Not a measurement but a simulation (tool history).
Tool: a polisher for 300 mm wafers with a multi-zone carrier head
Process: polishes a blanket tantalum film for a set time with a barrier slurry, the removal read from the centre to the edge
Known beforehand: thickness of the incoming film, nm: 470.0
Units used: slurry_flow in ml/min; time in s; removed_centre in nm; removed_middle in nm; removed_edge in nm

run,hour,slurry_flow,centre_zone,middle_zone,edge_zone,slurry_solids,time,removed_centre,removed_middle,removed_edge
1,0.0,305,1.00,1.00,1.00,1.00,36,84.076,82.817,81.821
2,4.9,305,1.07,1.00,1.00,1.00,36,88.897,82.088,83.534
3,10.4,305,1.07,1.00,1.00,1.00,30,75.976,68.864,67.603
4,12.7,305,1.07,1.00,1.00,1.00,26,65.285,60.428,60.126
5,13.8,310,1.01,1.04,1.06,1.15,32,76.940,77.437,78.944
6,18.1,310,0.96,1.04,1.06,1.15,32,73.744,77.971,76.082
7,25.6,325,0.96,1.09,1.09,1.25,36,85.004,92.509,89.915
8,33.5,320,0.94,1.12,1.12,1.35,39,90.193,105.790,98.906
9,39.2,335,0.93,1.11,1.14,1.40,41,94.237,109.760,107.310
10,45.1,345,0.93,1.13,1.16,1.45,43,98.935,119.260,114.850
11,50.3,350,0.93,1.13,1.17,1.45,44,103.470,120.150,119.120

Predict the results of run 12:
12,56.5,375,0.91,1.19,1.19,1.50,45,?,?,?

removed_centre: 104.600 nm
removed_middle: 132.190 nm
removed_edge: 121.550 nm

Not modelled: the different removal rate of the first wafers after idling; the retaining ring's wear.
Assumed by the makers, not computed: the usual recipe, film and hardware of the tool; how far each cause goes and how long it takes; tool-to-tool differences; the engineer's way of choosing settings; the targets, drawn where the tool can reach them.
